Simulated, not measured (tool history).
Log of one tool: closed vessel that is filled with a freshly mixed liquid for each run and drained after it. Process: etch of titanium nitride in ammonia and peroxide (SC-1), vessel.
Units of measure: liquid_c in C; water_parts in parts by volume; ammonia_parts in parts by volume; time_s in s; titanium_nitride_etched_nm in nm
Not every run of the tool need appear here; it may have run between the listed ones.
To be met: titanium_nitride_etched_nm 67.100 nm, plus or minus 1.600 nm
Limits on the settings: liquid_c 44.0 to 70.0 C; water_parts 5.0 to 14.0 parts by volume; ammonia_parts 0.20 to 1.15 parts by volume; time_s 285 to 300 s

run,hour,liquid_c,water_parts,ammonia_parts,time_s,titanium_nitride_etched_nm
1,0.0,60.0,7.5,0.65,285,54.689
2,7.9,60.5,7.5,0.65,285,56.170
3,15.8,60.5,10.5,0.65,285,46.921
4,24.1,56.0,10.5,0.65,285,34.969
5,29.7,57.5,10.5,0.65,285,39.158
6,34.3,59.0,10.5,0.65,285,42.794
7,35.4,67.0,10.5,0.65,285,71.784
8,38.4,66.5,10.5,0.65,285,69.030

4 next moves are on the table. One of them brings every result within its allowed miss. Which?
A,41.4,66.5,11.5,0.75,300,?
B,41.4,67.0,12.0,0.50,300,?
C,41.4,66.5,9.5,0.40,300,?
D,41.4,66.5,10.5,0.60,300,?

move,titanium_nitride_etched_nm
A,70.913
B,66.664
C,70.237
D,71.590
A: the biggest miss grows against the last run
B: in spec on every target
C: the biggest miss grows against the last run
D: the biggest miss grows against the last run
The move that meets every target is B.
